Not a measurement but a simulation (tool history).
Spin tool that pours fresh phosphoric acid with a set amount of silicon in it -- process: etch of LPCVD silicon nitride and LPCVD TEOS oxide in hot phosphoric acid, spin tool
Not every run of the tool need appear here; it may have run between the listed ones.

| run | hour | temperature setpoint of the liquid (C) | silicon dissolved in the acid as it is poured (mg a litre) | time under the liquid (s) | thickness taken off the LPCVD silicon nitride on a monitor wafer (angstrom) | thickness taken off the LPCVD TEOS oxide on a monitor wafer (angstrom) |
|---|---|---|---|---|---|---|
| 1 | 0.0 | 164.0 | 12.5 | 145 | 118.150 | 5.9516 |
| 2 | 7.3 | 164.0 | 12.5 | 120 | 96.772 | 5.1515 |
| 3 | 14.0 | 164.0 | 17.5 | 120 | 97.737 | 4.4212 |
| 4 | 16.4 | 165.0 | 18.5 | 140 | 117.530 | 4.6330 |
| 5 | 22.9 | 165.5 | 17.0 | 155 | 130.710 | 6.0995 |
| 6 | 24.2 | 165.5 | 17.0 | 115 | 97.979 | 5.0104 |
| 7 | 25.4 | 166.0 | 17.5 | 135 | 116.680 | 5.8088 |
| 8 | 31.4 | 166.5 | 18.5 | 150 | 132.290 | 6.2271 |

What does the tool deliver on the next run?
| 9 | 37.7 | 167.0 | 19.0 | 160 | ? | ? |

{"run 9": {"thickness taken off the LPCVD silicon nitride on a monitor wafer (angstrom)": 143.79, "thickness taken off the LPCVD TEOS oxide on a monitor wafer (angstrom)": 7.2476}}

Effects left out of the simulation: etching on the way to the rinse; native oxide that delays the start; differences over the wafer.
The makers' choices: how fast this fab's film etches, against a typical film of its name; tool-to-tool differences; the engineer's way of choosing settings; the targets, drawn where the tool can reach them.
